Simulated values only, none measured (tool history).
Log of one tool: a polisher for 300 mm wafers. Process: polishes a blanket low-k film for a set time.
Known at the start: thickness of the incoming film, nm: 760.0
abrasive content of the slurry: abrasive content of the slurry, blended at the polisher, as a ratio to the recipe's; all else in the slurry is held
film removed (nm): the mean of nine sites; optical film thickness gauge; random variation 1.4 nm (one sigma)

run    day  flow of slurry (ml/min)  pressure of the wafer on the pad (kPa)  speed of the pad under the wafer (m/s)  abrasive content of the slurry  polishing time (s)  film removed (nm)
  1      0                      320                                    17.2                                     1.3                               1                 109             82.459
  2  0.171                      320                                    17.9                                     1.3                               1                 109             85.268
  3  0.204                      320                                    18.6                                     1.3                               1                 109             88.322
  4  0.492                      320                                    22.8                                     1.3                               1                 109             107.49
  5  0.554                      320                                    23.4                                     1.3                               1                 109             110.22
  6  0.808                      320                                    21.4                                     1.3                               1                 109             99.684

The next listed run, before its measurement:
  7  1.1                      320                                    22.1                                     1.3                               1                 109                  ?

film removed (nm): 103.15

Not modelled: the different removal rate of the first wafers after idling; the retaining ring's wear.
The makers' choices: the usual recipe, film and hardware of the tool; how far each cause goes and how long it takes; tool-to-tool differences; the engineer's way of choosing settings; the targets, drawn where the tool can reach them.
